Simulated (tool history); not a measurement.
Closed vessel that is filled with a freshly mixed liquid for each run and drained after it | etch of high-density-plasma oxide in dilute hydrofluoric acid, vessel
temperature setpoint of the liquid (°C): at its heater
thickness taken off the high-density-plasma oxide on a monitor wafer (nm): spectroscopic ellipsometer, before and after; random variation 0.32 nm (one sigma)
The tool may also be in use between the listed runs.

run  hour  temperature setpoint of the liquid (°C)  parts of water to one part of 49 % hydrofluoric acid (parts by volume)  time in the liquid (s)  thickness taken off the high-density-plasma oxide on a monitor wafer (nm)
  1   0.0                                     26.0                                                                      45                     160                                                                     36.951
  2   5.9                                     28.0                                                                      45                     160                                                                     40.463
  3   8.9                                     29.5                                                                      45                     160                                                                     43.121
  4  17.6                                     29.5                                                                      30                     160                                                                     65.609
  5  25.3                                     29.5                                                                      30                     175                                                                     71.293
  6  30.7                                     27.5                                                                      30                     175                                                                     66.027
  7  39.0                                     26.0                                                                      30                     175                                                                     62.157

Run 8 comes next. What will it give?
  8  40.8                                     24.5                                                                      30                     175                                                                          ?

Run 8 gave thickness taken off the high-density-plasma oxide on a monitor wafer (nm) 58.079.

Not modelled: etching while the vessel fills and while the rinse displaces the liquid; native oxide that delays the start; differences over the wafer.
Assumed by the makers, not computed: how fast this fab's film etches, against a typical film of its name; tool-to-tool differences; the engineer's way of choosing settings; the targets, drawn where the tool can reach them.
